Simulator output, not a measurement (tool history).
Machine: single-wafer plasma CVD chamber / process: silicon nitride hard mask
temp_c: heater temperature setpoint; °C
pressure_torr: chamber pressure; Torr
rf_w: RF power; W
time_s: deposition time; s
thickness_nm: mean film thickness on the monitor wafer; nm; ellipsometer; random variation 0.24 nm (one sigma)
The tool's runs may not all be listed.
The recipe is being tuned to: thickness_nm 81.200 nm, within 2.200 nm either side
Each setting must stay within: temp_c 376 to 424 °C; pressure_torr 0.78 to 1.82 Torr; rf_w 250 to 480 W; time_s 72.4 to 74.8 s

run 1 day=0.000 | temp_c=400 pressure_torr=1.30 rf_w=365 time_s=72.4 | thickness_nm=100.760
run 2 day=0.046 | temp_c=400 pressure_torr=1.18 rf_w=345 time_s=72.4 | thickness_nm=92.616
run 3 day=0.129 | temp_c=400 pressure_torr=1.09 rf_w=340 time_s=72.4 | thickness_nm=88.981
run 4 day=0.421 | temp_c=409 pressure_torr=1.09 rf_w=340 time_s=72.4 | thickness_nm=88.380
run 5 day=0.475 | temp_c=409 pressure_torr=1.09 rf_w=390 time_s=72.4 | thickness_nm=100.570
run 6 day=0.658 | temp_c=409 pressure_torr=1.01 rf_w=370 time_s=72.4 | thickness_nm=92.916
run 7 day=1.033 | temp_c=409 pressure_torr=0.95 rf_w=360 time_s=72.4 | thickness_nm=88.131
run 8 day=1.342 | temp_c=409 pressure_torr=0.91 rf_w=355 time_s=72.4 | thickness_nm=86.425
run 9 day=1.450 | temp_c=409 pressure_torr=0.88 rf_w=350 time_s=72.4 | thickness_nm=83.893
run 10 day=1.675 | temp_c=409 pressure_torr=0.79 rf_w=345 time_s=72.4 | thickness_nm=78.762

Next run, 4 choices. One meets every target within its allowed miss, the rest don't. Which?
run A day=1.900 | temp_c=408 pressure_torr=0.86 rf_w=365 time_s=73.3 | thickness_nm=?
run B day=1.900 | temp_c=417 pressure_torr=0.78 rf_w=355 time_s=72.4 | thickness_nm=?
run C day=1.900 | temp_c=414 pressure_torr=1.09 rf_w=345 time_s=72.4 | thickness_nm=?
run D day=1.900 | temp_c=417 pressure_torr=0.86 rf_w=320 time_s=72.6 | thickness_nm=?

move=A thickness_nm=87.691
move=B thickness_nm=80.524
move=C thickness_nm=89.847
move=D thickness_nm=75.831
A: pushes the last run's worst result past its target
B: hits every target within its allowed miss
C: pushes the last run's worst result past its target
D: misses by more than the last run did
Answer: B

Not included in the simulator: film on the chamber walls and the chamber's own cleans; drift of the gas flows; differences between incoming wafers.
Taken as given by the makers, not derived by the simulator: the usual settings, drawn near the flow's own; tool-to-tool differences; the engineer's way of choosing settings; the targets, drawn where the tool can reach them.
